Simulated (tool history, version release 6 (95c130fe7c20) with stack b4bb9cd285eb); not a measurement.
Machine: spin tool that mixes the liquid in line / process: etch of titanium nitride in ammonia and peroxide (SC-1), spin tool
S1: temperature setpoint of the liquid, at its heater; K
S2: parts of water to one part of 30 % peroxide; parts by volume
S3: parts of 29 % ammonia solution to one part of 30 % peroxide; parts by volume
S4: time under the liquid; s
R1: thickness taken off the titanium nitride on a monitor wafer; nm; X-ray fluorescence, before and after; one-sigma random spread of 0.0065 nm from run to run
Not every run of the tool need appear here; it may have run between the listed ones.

run 1 hour=0.0 | S1=333.15 S2=17.5 S3=0.6 S4=15 | R1=2.0825
run 2 hour=5.7 | S1=335.65 S2=17.5 S3=0.6 S4=15 | R1=2.4249
run 3 hour=12.7 | S1=335.65 S2=17.5 S3=0.6 S4=15 | R1=2.4529
run 4 hour=16.8 | S1=332.65 S2=17.5 S3=0.6 S4=15 | R1=2.0196
run 5 hour=18.4 | S1=330.15 S2=17.5 S3=0.6 S4=15 | R1=1.7148
run 6 hour=26.6 | S1=330.15 S2=17.5 S3=0.7 S4=15 | R1=1.7328
run 7 hour=32.3 | S1=330.15 S2=17.5 S3=0.7 S4=15 | R1=1.7601
run 8 hour=39.3 | S1=328.15 S2=17.5 S3=0.7 S4=15 | R1=1.5396

Predict the results of run 9:
run 9 hour=43.8 | S1=326.65 S2=17.5 S3=0.7 S4=15 | R1=?

R1: 1.3943 nm
